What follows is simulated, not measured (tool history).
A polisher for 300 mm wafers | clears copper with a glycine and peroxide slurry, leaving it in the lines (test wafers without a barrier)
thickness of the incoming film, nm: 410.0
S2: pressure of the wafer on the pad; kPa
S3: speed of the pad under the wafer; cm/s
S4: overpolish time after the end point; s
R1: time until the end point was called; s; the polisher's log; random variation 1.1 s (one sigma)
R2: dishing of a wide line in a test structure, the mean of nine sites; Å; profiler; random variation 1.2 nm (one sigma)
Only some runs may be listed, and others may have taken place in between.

run 1 hour=0.0 | flow_of_slurry_(ml/min)=215 S2=12.4 S3=98 S4=21 | R1=121.54 R2=492.08
run 2 hour=3.4 | flow_of_slurry_(ml/min)=215 S2=13.8 S3=98 S4=21 | R1=111.79 R2=511.96
run 3 hour=8.0 | flow_of_slurry_(ml/min)=180 S2=13.8 S3=98 S4=21 | R1=116.25 R2=495.30
run 4 hour=14.9 | flow_of_slurry_(ml/min)=180 S2=16.5 S3=98 S4=21 | R1=105.01 R2=549.38
run 5 hour=21.2 | flow_of_slurry_(ml/min)=180 S2=17.9 S3=98 S4=21 | R1=100.32 R2=577.14
run 6 hour=25.0 | flow_of_slurry_(ml/min)=175 S2=17.2 S3=98 S4=22 | R1=105.01 R2=589.40
run 7 hour=28.0 | flow_of_slurry_(ml/min)=170 S2=17.2 S3=98 S4=23 | R1=102.80 R2=612.02

Predict the results of run 8:
run 8 hour=31.7 | flow_of_slurry_(ml/min)=170 S2=16.5 S3=98 S4=24 | R1=? R2=?

Run 8 came out at R1 104.17 s, R2 612.60 Å.
